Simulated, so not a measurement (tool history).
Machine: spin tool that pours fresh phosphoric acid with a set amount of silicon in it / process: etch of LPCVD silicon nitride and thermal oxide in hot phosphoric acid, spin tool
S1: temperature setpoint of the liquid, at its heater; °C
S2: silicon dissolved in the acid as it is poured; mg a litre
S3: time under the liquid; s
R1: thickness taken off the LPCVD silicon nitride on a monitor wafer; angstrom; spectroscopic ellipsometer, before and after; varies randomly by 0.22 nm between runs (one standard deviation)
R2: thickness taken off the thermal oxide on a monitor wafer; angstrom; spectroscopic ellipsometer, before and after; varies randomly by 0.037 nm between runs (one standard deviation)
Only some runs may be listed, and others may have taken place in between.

run 1 hour=0.0 | S1=162.0 S2=20.0 S3=180 | R1=182.33 R2=3.4994
run 2 hour=2.0 | S1=163.0 S2=25.0 S3=200 | R1=213.20 R2=3.7368
run 3 hour=7.8 | S1=164.0 S2=29.0 S3=210 | R1=231.60 R2=3.3666
run 4 hour=15.0 | S1=164.5 S2=30.0 S3=220 | R1=243.64 R2=3.7075
run 5 hour=21.4 | S1=164.5 S2=30.0 S3=165 | R1=184.83 R2=2.7329
run 6 hour=22.7 | S1=164.5 S2=34.0 S3=165 | R1=183.45 R2=2.1754
run 7 hour=30.5 | S1=165.0 S2=34.5 S3=185 | R1=207.98 R2=2.9504
run 8 hour=35.1 | S1=165.5 S2=36.5 S3=200 | R1=230.17 R2=2.3777
run 9 hour=42.3 | S1=166.0 S2=35.0 S3=210 | R1=246.08 R2=3.3935

Forecast run 10:
run 10 hour=47.9 | S1=166.0 S2=36.0 S3=220 | R1=? R2=?

R1: 260.11 angstrom
R2: 2.7001 angstrom

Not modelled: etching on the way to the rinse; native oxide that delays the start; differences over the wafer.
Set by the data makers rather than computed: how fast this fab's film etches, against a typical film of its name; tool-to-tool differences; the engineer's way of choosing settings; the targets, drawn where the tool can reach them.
